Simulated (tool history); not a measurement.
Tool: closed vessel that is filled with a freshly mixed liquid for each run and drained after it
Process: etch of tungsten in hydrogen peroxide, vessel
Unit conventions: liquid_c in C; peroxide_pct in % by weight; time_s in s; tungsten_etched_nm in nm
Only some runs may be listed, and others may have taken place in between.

| run | hour | liquid_c | peroxide_pct | time_s | tungsten_etched_nm |
|---|---|---|---|---|---|
| 1 | 0.0 | 47.0 | 21.5 | 100 | 235.48 |
| 2 | 7.9 | 47.0 | 24.5 | 100 | 249.81 |
| 3 | 12.1 | 47.0 | 24.5 | 100 | 249.60 |
| 4 | 20.3 | 47.0 | 22.5 | 100 | 240.70 |
| 5 | 21.4 | 49.5 | 22.5 | 100 | 282.57 |
| 6 | 30.2 | 51.0 | 22.5 | 100 | 307.53 |
| 7 | 39.2 | 52.5 | 22.5 | 100 | 335.78 |

Run 8 has not been measured yet. What should we expect?
| 8 | 46.6 | 53.5 | 22.5 | 100 | ? |

Run 8 produced tungsten_etched_nm 359.77 nm.
